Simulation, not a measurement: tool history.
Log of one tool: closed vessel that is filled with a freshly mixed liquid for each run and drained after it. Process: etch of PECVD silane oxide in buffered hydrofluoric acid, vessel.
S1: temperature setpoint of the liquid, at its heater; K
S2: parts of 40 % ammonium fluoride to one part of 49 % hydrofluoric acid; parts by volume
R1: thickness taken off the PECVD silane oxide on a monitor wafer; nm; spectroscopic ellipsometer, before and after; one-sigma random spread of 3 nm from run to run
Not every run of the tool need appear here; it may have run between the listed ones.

{"run": 1, "hour": 0.0, "S1": 293.15, "S2": 7.0, "time in the liquid (s)": 105, "R1": 292.34}
{"run": 2, "hour": 2.4, "S1": 293.15, "S2": 6.5, "time in the liquid (s)": 105, "R1": 309.16}
{"run": 3, "hour": 3.3, "S1": 293.15, "S2": 8.5, "time in the liquid (s)": 105, "R1": 237.08}
{"run": 4, "hour": 7.5, "S1": 295.65, "S2": 8.5, "time in the liquid (s)": 105, "R1": 271.75}
{"run": 5, "hour": 14.0, "S1": 297.15, "S2": 8.5, "time in the liquid (s)": 105, "R1": 293.88}
{"run": 6, "hour": 16.2, "S1": 298.15, "S2": 8.5, "time in the liquid (s)": 105, "R1": 311.94}
{"run": 7, "hour": 17.3, "S1": 299.15, "S2": 8.5, "time in the liquid (s)": 105, "R1": 323.47}
{"run": 8, "hour": 23.3, "S1": 299.65, "S2": 8.5, "time in the liquid (s)": 105, "R1": 342.3}
{"run": 9, "hour": 24.9, "S1": 299.65, "S2": 8.5, "time in the liquid (s)": 105, "R1": 337.26}

The next listed run, before its measurement:
{"run": 10, "hour": 28.2, "S1": 300.15, "S2": 8.5, "time in the liquid (s)": 105, "R1": "?"}

R1: 346.31 nm

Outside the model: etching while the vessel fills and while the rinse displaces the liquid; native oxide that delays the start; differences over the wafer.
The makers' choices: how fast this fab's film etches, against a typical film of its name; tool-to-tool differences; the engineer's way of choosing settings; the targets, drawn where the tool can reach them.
